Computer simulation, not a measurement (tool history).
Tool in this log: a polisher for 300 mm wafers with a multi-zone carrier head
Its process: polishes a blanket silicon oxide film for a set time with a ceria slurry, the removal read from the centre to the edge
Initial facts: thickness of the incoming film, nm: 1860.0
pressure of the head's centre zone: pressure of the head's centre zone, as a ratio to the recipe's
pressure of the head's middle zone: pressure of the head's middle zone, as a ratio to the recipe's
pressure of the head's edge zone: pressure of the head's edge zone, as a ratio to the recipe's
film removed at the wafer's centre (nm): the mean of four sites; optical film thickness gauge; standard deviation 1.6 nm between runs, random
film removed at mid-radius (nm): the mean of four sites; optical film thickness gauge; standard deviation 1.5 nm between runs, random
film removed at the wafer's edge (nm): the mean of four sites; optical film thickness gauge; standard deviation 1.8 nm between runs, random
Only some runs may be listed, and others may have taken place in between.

run,day,flow of slurry (ml/min),pressure of the head's centre zone,pressure of the head's middle zone,pressure of the head's edge zone,polishing time (s),film removed at the wafer's centre (nm),film removed at mid-radius (nm),film removed at the wafer's edge (nm)
1,0,205,1,1,1,35,127.96,133.01,131.32
2,0.1,205,0.92,1,1,35,114.65,133.18,130.99
3,0.162,215,0.92,1.01,1.05,36,121.87,139.95,142.48
4,0.221,230,0.91,1.03,1.08,36,122.87,142.68,142.18
5,0.333,230,0.9,1.03,1.11,37,123.22,147.12,151.43
6,0.421,230,0.9,1.03,1.07,37,126.47,143.46,145.4
7,0.608,225,0.9,1.03,1.1,37,125.62,145.23,148.72
8,0.825,225,0.89,1.04,1.12,37,124.16,142.82,146.52

What does the tool deliver on the next run?
9,0.85,240,0.88,1.03,1.12,37,?,?,?

film removed at the wafer's centre (nm): 122.19
film removed at mid-radius (nm): 142.9
film removed at the wafer's edge (nm): 146.66
